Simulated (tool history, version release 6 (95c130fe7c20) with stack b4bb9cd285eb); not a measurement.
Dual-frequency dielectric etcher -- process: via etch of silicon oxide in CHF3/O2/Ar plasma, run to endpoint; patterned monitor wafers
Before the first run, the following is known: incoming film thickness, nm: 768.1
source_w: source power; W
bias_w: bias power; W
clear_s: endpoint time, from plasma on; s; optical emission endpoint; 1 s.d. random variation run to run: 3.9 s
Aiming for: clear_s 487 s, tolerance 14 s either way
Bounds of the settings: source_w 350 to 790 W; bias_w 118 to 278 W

{"run": 1, "day": 0.0, "source_w": 570, "bias_w": 198, "clear_s": 396.26}
{"run": 2, "day": 0.204, "source_w": 520, "bias_w": 186, "clear_s": 420.9}
{"run": 3, "day": 0.479, "source_w": 520, "bias_w": 216, "clear_s": 386.19}
{"run": 4, "day": 0.617, "source_w": 490, "bias_w": 200, "clear_s": 414.55}
{"run": 5, "day": 0.812, "source_w": 490, "bias_w": 177, "clear_s": 440.32}
{"run": 6, "day": 1.162, "source_w": 450, "bias_w": 177, "clear_s": 459.49}
{"run": 7, "day": 1.433, "source_w": 440, "bias_w": 176, "clear_s": 463.04}
{"run": 8, "day": 1.7, "source_w": 380, "bias_w": 166, "clear_s": 503}

Pick the move, out of 5, that brings all results within their allowed miss; only one does.
{"run": "A", "day": 1.967, "source_w": 360, "bias_w": 180, "clear_s": "?"}
{"run": "B", "day": 1.967, "source_w": 450, "bias_w": 177, "clear_s": "?"}
{"run": "C", "day": 1.967, "source_w": 350, "bias_w": 157, "clear_s": "?"}
{"run": "D", "day": 1.967, "source_w": 440, "bias_w": 177, "clear_s": "?"}
{"run": "E", "day": 1.967, "source_w": 370, "bias_w": 163, "clear_s": "?"}

move=A clear_s=484.31
move=B clear_s=451.73
move=C clear_s=530.58
move=D clear_s=455.39
move=E clear_s=508.48
A: meets every target
B: pushes the last run's worst result past its target
C: further off than the last run
D: pushes the last run's worst result past its target
E: further off than the last run
Move A is the one to make.
